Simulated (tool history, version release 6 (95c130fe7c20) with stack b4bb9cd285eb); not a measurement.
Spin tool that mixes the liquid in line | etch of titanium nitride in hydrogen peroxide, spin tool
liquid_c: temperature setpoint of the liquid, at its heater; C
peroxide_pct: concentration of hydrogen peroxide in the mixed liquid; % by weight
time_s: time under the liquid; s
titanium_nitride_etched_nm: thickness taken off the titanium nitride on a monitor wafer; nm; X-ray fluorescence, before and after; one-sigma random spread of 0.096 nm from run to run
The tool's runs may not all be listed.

run,hour,liquid_c,peroxide_pct,time_s,titanium_nitride_etched_nm
1,0.0,55.0,20.5,315,16.209
2,1.0,56.5,20.5,315,17.894
3,8.8,58.0,20.5,315,19.921
4,11.3,59.0,20.5,315,21.215
5,16.1,52.0,20.5,315,13.025
6,18.2,52.0,18.0,315,12.768
7,24.6,54.5,18.0,315,15.134
8,30.6,54.5,18.0,315,15.152
9,37.2,56.5,18.0,315,17.432
10,40.7,58.0,18.0,315,19.250
11,42.1,59.0,18.0,315,20.738
12,49.2,60.0,18.0,315,22.166
13,54.3,61.0,18.0,315,23.719
14,60.2,61.5,18.0,315,24.451
15,61.0,62.0,18.0,315,25.276
16,63.4,62.5,18.0,315,26.158
17,66.7,63.0,18.0,315,27.295

Predict the results of run 18:
18,74.8,63.5,18.0,315,?

{"run 18": {"titanium_nitride_etched_nm": 27.975}}
